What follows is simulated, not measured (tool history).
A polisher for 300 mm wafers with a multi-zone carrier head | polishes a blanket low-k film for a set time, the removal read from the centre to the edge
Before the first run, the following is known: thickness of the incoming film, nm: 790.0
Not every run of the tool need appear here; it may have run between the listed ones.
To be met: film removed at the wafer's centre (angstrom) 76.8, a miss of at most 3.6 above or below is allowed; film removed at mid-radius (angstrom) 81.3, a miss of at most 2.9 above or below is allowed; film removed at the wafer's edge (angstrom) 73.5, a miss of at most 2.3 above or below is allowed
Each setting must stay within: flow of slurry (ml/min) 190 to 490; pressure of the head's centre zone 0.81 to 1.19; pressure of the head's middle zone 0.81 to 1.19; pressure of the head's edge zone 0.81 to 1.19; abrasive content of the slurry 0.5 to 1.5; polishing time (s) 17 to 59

| run | hour | flow of slurry (ml/min) | pressure of the head's centre zone | pressure of the head's middle zone | pressure of the head's edge zone | abrasive content of the slurry | polishing time (s) | film removed at the wafer's centre (angstrom) | film removed at mid-radius (angstrom) | film removed at the wafer's edge (angstrom) |
|---|---|---|---|---|---|---|---|---|---|---|
| 1 | 0 | 315 | 1 | 1 | 1 | 1 | 38 | 90.069 | 103.29 | 101.25 |
| 2 | 8.1 | 275 | 1 | 1 | 1 | 1 | 38 | 88.703 | 103.13 | 101.32 |
| 3 | 13.2 | 285 | 1.02 | 1 | 0.97 | 0.9 | 38 | 86.245 | 95.591 | 93.357 |
| 4 | 15.4 | 285 | 1.02 | 1 | 0.91 | 0.9 | 38 | 83.771 | 94.737 | 91.473 |
| 5 | 19.7 | 285 | 1.02 | 1 | 0.91 | 0.9 | 41 | 91.993 | 104.43 | 96.3 |
| 6 | 25.4 | 285 | 1.03 | 1 | 0.89 | 0.8 | 41 | 84.025 | 95.95 | 89.096 |
| 7 | 28.5 | 285 | 1.05 | 1 | 0.88 | 0.75 | 41 | 83.06 | 88.874 | 84.474 |
| 8 | 31.9 | 280 | 1.06 | 1.06 | 0.81 | 0.6 | 40 | 65.002 | 74.468 | 64.532 |
| 9 | 36.5 | 295 | 1.07 | 1.06 | 0.83 | 0.6 | 40 | 66.493 | 76.592 | 64.993 |
| 10 | 44.7 | 305 | 1.08 | 1.05 | 0.85 | 0.6 | 40 | 69.106 | 75.102 | 66.559 |
| 11 | 52.4 | 305 | 1.08 | 1.05 | 0.86 | 0.6 | 40 | 68.463 | 76.689 | 65.603 |
| 12 | 60.4 | 310 | 1.08 | 1.04 | 0.88 | 0.6 | 40 | 68.173 | 74.34 | 68.55 |
| 13 | 61.4 | 345 | 1.16 | 1.1 | 0.92 | 0.7 | 40 | 86.288 | 91.853 | 80.696 |
| 14 | 63 | 255 | 1.12 | 1.05 | 0.86 | 0.7 | 40 | 80.23 | 84.726 | 75.4 |
| 15 | 65.5 | 255 | 1.11 | 1.04 | 0.86 | 0.7 | 40 | 79.224 | 85.613 | 76.602 |
|  | 72.2 | centre zone pressure recalibrated |
| 16 | 72.2 | 255 | 1.11 | 1.03 | 0.85 | 0.7 | 40 | 92.034 | 84.151 | 75.285 |
| 17 | 78.8 | 255 | 1.1 | 1.03 | 0.85 | 0.7 | 40 | 89.149 | 83.361 | 75.772 |
| 18 | 83.8 | 270 | 1.09 | 1.03 | 0.85 | 0.7 | 40 | 87.014 | 84.31 | 74.932 |
| 19 | 92.1 | 270 | 1.08 | 1.03 | 0.85 | 0.7 | 40 | 87.282 | 84.14 | 75.862 |
| 20 | 98.4 | 270 | 1.07 | 1.03 | 0.85 | 0.7 | 40 | 86.567 | 83.033 | 75.286 |
| 21 | 102.5 | 280 | 1.06 | 1.03 | 0.85 | 0.7 | 40 | 85.213 | 83.844 | 76.585 |
| 22 | 103.4 | 280 | 1.05 | 1.03 | 0.85 | 0.7 | 40 | 87.281 | 85.182 | 75.643 |
| 23 | 111.6 | 290 | 1.05 | 1.03 | 0.86 | 0.7 | 40 | 84.812 | 84.732 | 77.001 |
| 24 | 116.8 | 285 | 1.05 | 1.03 | 0.86 | 0.7 | 40 | 86.461 | 84.732 | 77.074 |
| 25 | 117.4 | 300 | 1.06 | 1.03 | 0.86 | 0.7 | 40 | 88.263 | 85.343 | 76.449 |
| 26 | 119.8 | 300 | 1.06 | 1.03 | 0.86 | 0.7 | 40 | 85.778 | 85.657 | 76.648 |
| 27 | 126.3 | 290 | 1.06 | 1.03 | 0.86 | 0.7 | 40 | 86.28 | 84.472 | 76.536 |

4 next moves are on the table. One of them brings every result within its allowed miss. Which?
| A | 132.8 | 280 | 1.06 | 1.05 | 0.82 | 0.75 | 40 | ? | ? | ? |
| B | 132.8 | 280 | 0.97 | 1.13 | 0.82 | 0.7 | 39 | ? | ? | ? |
| C | 132.8 | 300 | 1.04 | 1.04 | 0.85 | 0.6 | 47 | ? | ? | ? |
| D | 132.8 | 265 | 0.99 | 1.02 | 0.84 | 0.6 | 45 | ? | ? | ? |

| move | film removed at the wafer's centre (angstrom) | film removed at mid-radius (angstrom) | film removed at the wafer's edge (angstrom) |
|---|---|---|---|
| A | 91.754 | 90.215 | 78.489 |
| B | 77.256 | 88.439 | 72.15 |
| C | 86.892 | 86.326 | 76.795 |
| D | 77.899 | 80.155 | 72.359 |
A: misses by more than the last run did
B: meets the target for the result that was furthest off, but another lies outside its allowed miss
C: misses by more than the last run did
D: meets every target
Answer: D
